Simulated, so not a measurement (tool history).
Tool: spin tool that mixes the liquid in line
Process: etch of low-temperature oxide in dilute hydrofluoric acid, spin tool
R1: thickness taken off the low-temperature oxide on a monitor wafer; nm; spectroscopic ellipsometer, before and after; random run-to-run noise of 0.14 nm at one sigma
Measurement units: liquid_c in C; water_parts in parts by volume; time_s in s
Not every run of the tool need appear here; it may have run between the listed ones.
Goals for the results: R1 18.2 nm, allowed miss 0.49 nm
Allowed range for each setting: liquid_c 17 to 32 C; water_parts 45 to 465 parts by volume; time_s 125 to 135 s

{"run": 1, "day": 0.0, "liquid_c": 24, "water_parts": 255, "time_s": 125, "R1": 7.966}
{"run": 2, "day": 0.292, "liquid_c": 24, "water_parts": 255, "time_s": 135, "R1": 8.7814}
{"run": 3, "day": 0.35, "liquid_c": 24, "water_parts": 200, "time_s": 135, "R1": 11.817}
{"run": 4, "day": 0.567, "liquid_c": 26, "water_parts": 190, "time_s": 135, "R1": 13.395}
{"run": 5, "day": 0.712, "liquid_c": 26, "water_parts": 105, "time_s": 135, "R1": 27.302}
{"run": 6, "day": 0.95, "liquid_c": 26, "water_parts": 105, "time_s": 135, "R1": 27.512}
{"run": 7, "day": 0.992, "liquid_c": 23.5, "water_parts": 110, "time_s": 135, "R1": 23.042}
{"run": 8, "day": 1.042, "liquid_c": 22, "water_parts": 110, "time_s": 135, "R1": 22.203}
{"run": 9, "day": 1.067, "liquid_c": 20.5, "water_parts": 110, "time_s": 135, "R1": 20.952}
{"run": 10, "day": 1.342, "liquid_c": 19.5, "water_parts": 110, "time_s": 135, "R1": 19.813}
{"run": 11, "day": 1.533, "liquid_c": 19, "water_parts": 110, "time_s": 135, "R1": 19.642}
{"run": 12, "day": 1.617, "liquid_c": 18.5, "water_parts": 110, "time_s": 135, "R1": 18.944}

Which single option among these 4 for the next run brings every result within its allowed miss of target? Just one does.
{"run": "A", "day": 1.7, "liquid_c": 17.5, "water_parts": 105, "time_s": 135, "R1": "?"}
{"run": "B", "day": 1.7, "liquid_c": 18.5, "water_parts": 115, "time_s": 135, "R1": "?"}
{"run": "C", "day": 1.7, "liquid_c": 17.5, "water_parts": 100, "time_s": 130, "R1": "?"}
{"run": "D", "day": 1.7, "liquid_c": 22, "water_parts": 120, "time_s": 135, "R1": "?"}

move=A R1=19.33
move=B R1=18.206
move=C R1=19.647
move=D R1=19.996
A: its largest miss is bigger than the last run's
B: in spec on every target
C: its largest miss is bigger than the last run's
D: its largest miss is bigger than the last run's
Correct choice: B, which meets every target

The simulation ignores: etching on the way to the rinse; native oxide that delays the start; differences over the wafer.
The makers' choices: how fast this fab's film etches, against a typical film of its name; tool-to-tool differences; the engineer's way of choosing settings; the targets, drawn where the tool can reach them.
